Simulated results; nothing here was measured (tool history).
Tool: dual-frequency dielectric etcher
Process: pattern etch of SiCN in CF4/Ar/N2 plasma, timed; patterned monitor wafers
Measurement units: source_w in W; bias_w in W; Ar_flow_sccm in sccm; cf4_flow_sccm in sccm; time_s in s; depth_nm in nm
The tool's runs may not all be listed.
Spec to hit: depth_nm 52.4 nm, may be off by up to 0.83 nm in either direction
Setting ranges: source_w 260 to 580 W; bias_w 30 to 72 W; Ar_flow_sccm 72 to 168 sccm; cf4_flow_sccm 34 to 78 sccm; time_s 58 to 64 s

run  hour  source_w  bias_w  Ar_flow_sccm  cf4_flow_sccm  time_s  depth_nm
  1     0       420      51           120             56      64    42.506
  2   1.5       440      51           120             56      64    44.972
  3   4.7       440      51           120             64      64    45.777
  4  10.8       440      56           120             64      64     47.25
  5  17.6       440      56           120             55      64    46.027
  6  23.7       450      56           120             55      64    46.742
  7  30.2       520      57           120             55      64    54.551
  8  35.3       510      57           120             55      64    54.188

Of the 5 settings listed for the next run, only one would bring every result within its allowed miss of target. Which one?
  A  40.4       550      55           125             53      63         ?
  B  40.4       510      57           115             53    62.5         ?
  C  40.4       520      67           118             58    59.5         ?
  D  40.4       520      62           129             57      62         ?
  E  40.4       460      72            98             55      64         ?

move  depth_nm
   A    55.943
   B     52.88
   C    54.528
   D    54.319
   E    54.387
A: further off than the last run
B: all results in spec
C: further off than the last run
D: further off than the last run
E: further off than the last run
The right move is B.

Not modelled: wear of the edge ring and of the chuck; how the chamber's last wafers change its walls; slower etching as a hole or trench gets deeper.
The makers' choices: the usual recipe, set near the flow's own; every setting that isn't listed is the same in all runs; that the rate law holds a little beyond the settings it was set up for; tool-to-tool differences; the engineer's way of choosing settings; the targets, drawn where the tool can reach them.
